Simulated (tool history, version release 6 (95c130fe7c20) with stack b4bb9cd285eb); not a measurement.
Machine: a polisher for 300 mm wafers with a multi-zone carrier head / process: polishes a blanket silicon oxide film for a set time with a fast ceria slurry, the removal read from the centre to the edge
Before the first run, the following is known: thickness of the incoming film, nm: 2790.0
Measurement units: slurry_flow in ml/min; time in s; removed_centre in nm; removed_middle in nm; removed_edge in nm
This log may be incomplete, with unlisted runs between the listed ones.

run  hour  slurry_flow  centre_zone  middle_zone  edge_zone  time  removed_centre  removed_middle  removed_edge
  1     0          240            1            1          1    46          505.66          487.36        506.39
  2   8.9          240         0.99         1.01       0.97    44          473.74          477.65        480.44
  3  15.3          240            1         1.01       0.94    42          467.02          449.32        458.55
  4  17.8          240            1         1.03       0.92    40           448.7          440.96        423.61
  5    23          240            1         1.03       0.92    29          323.36          316.62        312.17
  6  26.7          245         1.01         1.05       0.94    30          341.57          329.36        326.29
  7  30.3          250         1.01         1.07       0.95    31          350.36          351.57        330.75
  8  38.5          270         1.05         1.09       1.05    36          426.67          425.33        410.66
  9  39.5          260         1.04         1.09       1.03    36           419.8           413.8         417.2
 10  44.7          305         1.06         1.14       1.04    31          370.16          383.46        363.78

Run 11 has not been measured yet. What should we expect?
 11  50.8          305         1.07         1.15       1.05    31               ?               ?             ?

removed_centre: 382.69 nm
removed_middle: 386.34 nm
removed_edge: 370.48 nm
